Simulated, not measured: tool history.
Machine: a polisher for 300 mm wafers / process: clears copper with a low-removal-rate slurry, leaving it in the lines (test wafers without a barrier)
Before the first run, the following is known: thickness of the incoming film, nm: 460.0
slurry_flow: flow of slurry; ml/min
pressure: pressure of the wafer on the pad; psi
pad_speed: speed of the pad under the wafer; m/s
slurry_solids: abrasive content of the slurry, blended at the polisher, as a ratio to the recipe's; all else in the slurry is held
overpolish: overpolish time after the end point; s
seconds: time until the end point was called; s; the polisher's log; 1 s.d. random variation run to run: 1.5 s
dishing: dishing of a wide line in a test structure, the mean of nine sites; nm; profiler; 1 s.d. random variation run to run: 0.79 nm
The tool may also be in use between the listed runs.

{"run": 1, "hour": 0.0, "slurry_flow": 275, "pressure": 3.9, "pad_speed": 1, "slurry_solids": 1, "overpolish": 11, "seconds": 94.375, "dishing": 31.431}
{"run": 2, "hour": 2.2, "slurry_flow": 275, "pressure": 4.1, "pad_speed": 1, "slurry_solids": 1, "overpolish": 12, "seconds": 87.384, "dishing": 34.786}
{"run": 3, "hour": 8.7, "slurry_flow": 275, "pressure": 4.2, "pad_speed": 1.02, "slurry_solids": 1, "overpolish": 13, "seconds": 84.344, "dishing": 39.748}
{"run": 4, "hour": 13.8, "slurry_flow": 275, "pressure": 4.2, "pad_speed": 1.02, "slurry_solids": 1, "overpolish": 8, "seconds": 86.16, "dishing": 26.248}
{"run": 5, "hour": 16.4, "slurry_flow": 275, "pressure": 4.2, "pad_speed": 1.02, "slurry_solids": 1, "overpolish": 5, "seconds": 85.946, "dishing": 17.155}
{"run": 6, "hour": 19.5, "slurry_flow": 275, "pressure": 4, "pad_speed": 1.1, "slurry_solids": 1, "overpolish": 7, "seconds": 83.2, "dishing": 23.463}
{"run": 7, "hour": 21.1, "slurry_flow": 255, "pressure": 3.2, "pad_speed": 1.38, "slurry_solids": 0.9, "overpolish": 13, "seconds": 90.148, "dishing": 37.428}
{"run": 8, "hour": 26.9, "slurry_flow": 255, "pressure": 3.3, "pad_speed": 1.38, "slurry_solids": 0.9, "overpolish": 14, "seconds": 86.462, "dishing": 40.657}
{"run": 9, "hour": 29.4, "slurry_flow": 255, "pressure": 3.4, "pad_speed": 1.38, "slurry_solids": 0.9, "overpolish": 15, "seconds": 81.727, "dishing": 43.598}

Run 10 has not been measured yet. What should we expect?
{"run": 10, "hour": 37.2, "slurry_flow": 255, "pressure": 3.4, "pad_speed": 1.38, "slurry_solids": 0.9, "overpolish": 15, "seconds": "?", "dishing": "?"}

Run 10 measured seconds 83.164 s, dishing 44.47 nm.
